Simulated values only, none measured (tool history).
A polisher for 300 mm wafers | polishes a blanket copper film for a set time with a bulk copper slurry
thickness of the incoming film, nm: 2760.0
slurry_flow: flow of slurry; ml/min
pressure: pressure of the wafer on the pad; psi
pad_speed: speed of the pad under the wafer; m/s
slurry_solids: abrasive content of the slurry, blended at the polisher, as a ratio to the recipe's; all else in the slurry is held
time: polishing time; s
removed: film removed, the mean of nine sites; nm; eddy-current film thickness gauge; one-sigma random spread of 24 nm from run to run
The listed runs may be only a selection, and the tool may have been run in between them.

run	hour	slurry_flow	pressure	pad_speed	slurry_solids	time	removed
1	0	285	2.7	1.28	1	114	1399.4
2	1.6	285	2.7	1.28	0.8	114	1291.7
3	4.2	215	2.7	1.28	0.8	114	1279.9
4	10.8	185	2.7	1.28	0.8	114	1265.2
5	15.4	225	2.7	1.28	0.8	114	1310.2
6	18.9	225	2.4	1.28	0.8	114	1142.4
7	19.8	225	2.4	1.28	0.8	114	1129.9
8	21.2	225	3.1	1.34	0.8	114	1532
9	22.7	225	3.3	1.34	0.8	114	1624.6
10	30.6	225	3.5	1.34	0.8	114	1745.3
11	32.4	225	3.6	1.34	0.8	114	1817.7
12	38.2	225	3.7	1.34	0.8	114	1824

Run 13 has not been measured yet. What should we expect?
13	46.2	225	3.8	1.34	0.8	114	?

{"run 13": {"removed": 1876.8}}
